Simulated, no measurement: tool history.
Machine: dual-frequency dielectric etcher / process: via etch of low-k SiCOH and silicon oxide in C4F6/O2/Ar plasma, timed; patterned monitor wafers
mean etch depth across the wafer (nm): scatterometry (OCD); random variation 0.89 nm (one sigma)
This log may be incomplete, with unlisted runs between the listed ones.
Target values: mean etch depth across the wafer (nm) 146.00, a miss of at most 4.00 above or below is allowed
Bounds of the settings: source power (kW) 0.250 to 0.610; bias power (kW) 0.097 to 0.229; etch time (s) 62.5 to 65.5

run	hour	source power (kW)	bias power (kW)	etch time (s)	mean etch depth across the wafer (nm)
1	0.0	0.430	0.163	62.5	185.43
2	7.7	0.430	0.163	65.5	192.99
3	9.8	0.380	0.145	64.5	173.02
4	16.9	0.450	0.145	64.5	184.33
5	18.9	0.450	0.127	64.5	172.75
6	20.2	0.400	0.121	64.5	161.88
7	26.4	0.310	0.110	64.0	141.70
8	33.8	0.310	0.110	64.0	141.22
# hour 35.5: source power generator calibrated
9	35.5	0.320	0.111	64.0	141.19

Consider the 4 candidate settings below. Which is the only one whose results all fall within their allowed miss of target?
A	37.2	0.290	0.117	63.0	?
B	37.2	0.350	0.102	62.5	?
C	37.2	0.290	0.122	62.5	?
D	37.2	0.330	0.109	65.5	?

move	mean etch depth across the wafer (nm)
A	137.58
B	136.67
C	139.22
D	144.77
A: further off than the last run
B: further off than the last run
C: further off than the last run
D: every result within its allowed miss
D is the move that brings every result within its allowed miss.
